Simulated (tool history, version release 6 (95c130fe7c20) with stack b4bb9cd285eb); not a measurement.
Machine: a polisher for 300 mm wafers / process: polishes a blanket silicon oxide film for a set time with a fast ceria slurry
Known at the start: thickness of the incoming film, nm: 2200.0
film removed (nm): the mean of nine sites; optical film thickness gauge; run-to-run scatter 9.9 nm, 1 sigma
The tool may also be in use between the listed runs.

run	day	flow of slurry (ml/min)	pressure of the wafer on the pad (kPa)	speed of the pad under the wafer (cm/s)	polishing time (s)	film removed (nm)
1	0.000	295	13.8	80	44	428.05
2	0.154	295	13.8	80	46	446.40
3	0.400	230	13.8	80	46	425.75
4	0.750	230	11.0	80	46	339.27
5	1.071	235	12.4	80	46	384.26
6	1.279	235	12.4	80	44	380.65

Run 7 is up next; what results do you expect?
7	1.317	235	13.8	80	44	?

film removed (nm): 417.93
